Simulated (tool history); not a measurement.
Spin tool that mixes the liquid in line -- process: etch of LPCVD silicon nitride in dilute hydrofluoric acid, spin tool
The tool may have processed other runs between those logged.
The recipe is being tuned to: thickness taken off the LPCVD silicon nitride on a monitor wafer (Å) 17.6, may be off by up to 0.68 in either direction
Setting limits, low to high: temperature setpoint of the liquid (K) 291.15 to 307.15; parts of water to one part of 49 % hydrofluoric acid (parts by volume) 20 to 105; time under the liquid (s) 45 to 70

run,hour,temperature setpoint of the liquid (K),parts of water to one part of 49 % hydrofluoric acid (parts by volume),time under the liquid (s),thickness taken off the LPCVD silicon nitride on a monitor wafer (Å)
1,0,299.15,55,70,6.6713
2,2.4,302.15,55,70,7.9683
3,4,302.15,70,70,6.3206
4,9.8,302.15,70,70,6.4724
5,13.1,302.15,85,70,5.14
6,14.3,303.65,70,70,6.9327
7,16.2,304.65,55,70,9.2817
8,23.2,305.15,45,70,11.703
9,27.1,305.65,40,70,13.755
10,33.9,306.15,40,70,14.015
11,37.5,306.65,35,70,16.812

Consider the 4 candidate settings below. Which is the only one whose results all fall within their allowed miss of target?
A,41.1,305.65,35,70,?
B,41.1,300.65,25,70,?
C,41.1,307.15,30,65,?
D,41.1,305.15,30,70,?

move,thickness taken off the LPCVD silicon nitride on a monitor wafer (Å)
A,15.764
B,15.78
C,18.734
D,17.754
A: misses by more than the last run did
B: misses by more than the last run did
C: the result that was furthest off in the last run now lies on the other side of its target
D: every result within its allowed miss
So the answer is move D, the one that meets all the targets.
